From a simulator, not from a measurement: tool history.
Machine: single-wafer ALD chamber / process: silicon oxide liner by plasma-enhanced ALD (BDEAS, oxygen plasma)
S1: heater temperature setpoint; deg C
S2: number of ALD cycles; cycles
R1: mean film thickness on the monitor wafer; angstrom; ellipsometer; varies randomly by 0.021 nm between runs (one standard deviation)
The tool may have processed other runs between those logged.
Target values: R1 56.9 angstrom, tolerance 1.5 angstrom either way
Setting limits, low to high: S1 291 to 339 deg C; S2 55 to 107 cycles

run,hour,S1,S2,R1
1,0,315,81,72.298
2,2.5,320,81,71.681
3,5.8,320,78,68.814
4,7.7,320,75,66.47
5,16.8,320,73,64.345
6,23,320,71,63.125
7,26,320,70,61.896
8,26.7,320,69,60.879
9,31.4,320,69,61.19
10,32.6,320,68,60.084
11,41.6,320,67,59.283

Below are 5 possible settings for the next run. Only one of them brings all results inside the allowed miss of their targets. Which is it?
A,50.6,330,70,?
B,50.6,317,69,?
C,50.6,320,69,?
D,50.6,321,68,?
E,50.6,322,65,?

move,R1
A,60.757
B,61.188
C,60.888
D,59.907
E,57.17
A: further off than the last run
B: further off than the last run
C: further off than the last run
D: further off than the last run
E: all results in spec
Answer: E
